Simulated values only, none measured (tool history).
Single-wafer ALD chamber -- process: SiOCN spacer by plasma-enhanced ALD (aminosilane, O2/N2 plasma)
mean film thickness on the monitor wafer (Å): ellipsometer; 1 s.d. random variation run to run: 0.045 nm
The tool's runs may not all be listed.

run  hour  heater temperature setpoint (deg C)  number of ALD cycles (cycles)  mean film thickness on the monitor wafer (Å)
  1     0                                  390                            116                                        70.413
  2   8.8                                  390                            123                                        74.346
  3   9.8                                  390                            114                                        68.636
  4  12.2                                  395                            114                                         69.79
     19.5  -- thermocouple changed; heater temperature recalibrated
  5  19.5                                  395                            102                                        61.038
  6  28.2                                  395                            112                                        67.264
  7  30.4                                  395                            119                                        72.169

The next listed run, before its measurement:
  8  38.8                                  395                            124                                             ?

Run 8 yielded mean film thickness on the monitor wafer (Å) 75.148.

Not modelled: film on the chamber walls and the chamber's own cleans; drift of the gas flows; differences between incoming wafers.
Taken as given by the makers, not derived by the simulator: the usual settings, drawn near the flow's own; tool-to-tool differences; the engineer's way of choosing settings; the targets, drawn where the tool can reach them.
